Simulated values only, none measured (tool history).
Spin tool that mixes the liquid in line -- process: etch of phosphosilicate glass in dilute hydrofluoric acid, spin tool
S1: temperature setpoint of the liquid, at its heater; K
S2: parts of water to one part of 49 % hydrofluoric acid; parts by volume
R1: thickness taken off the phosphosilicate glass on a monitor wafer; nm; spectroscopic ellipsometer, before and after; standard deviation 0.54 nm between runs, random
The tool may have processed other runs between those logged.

run 1 day=0 | S1=298.15 S2=80 time_under_the_liquid_(s)=50 | R1=58.635
run 2 day=0.262 | S1=298.15 S2=80 time_under_the_liquid_(s)=50 | R1=58.429
run 3 day=0.608 | S1=299.15 S2=75 time_under_the_liquid_(s)=50 | R1=65.052
run 4 day=0.883 | S1=300.15 S2=70 time_under_the_liquid_(s)=50 | R1=73.161
run 5 day=1.254 | S1=302.15 S2=70 time_under_the_liquid_(s)=50 | R1=78.987
run 6 day=1.396 | S1=302.65 S2=65 time_under_the_liquid_(s)=50 | R1=88.035
run 7 day=1.604 | S1=303.15 S2=60 time_under_the_liquid_(s)=50 | R1=97.713
run 8 day=1.704 | S1=303.65 S2=60 time_under_the_liquid_(s)=50 | R1=99.303
run 9 day=1.854 | S1=306.15 S2=40 time_under_the_liquid_(s)=50 | R1=169.8
run 10 day=1.958 | S1=305.65 S2=40 time_under_the_liquid_(s)=50 | R1=166.18
run 11 day=2.271 | S1=305.15 S2=40 time_under_the_liquid_(s)=50 | R1=164.34
run 12 day=2.362 | S1=305.15 S2=40 time_under_the_liquid_(s)=50 | R1=164.95

Predict the results of run 13:
run 13 day=2.442 | S1=304.65 S2=40 time_under_the_liquid_(s)=50 | R1=?

R1: 159.09 nm
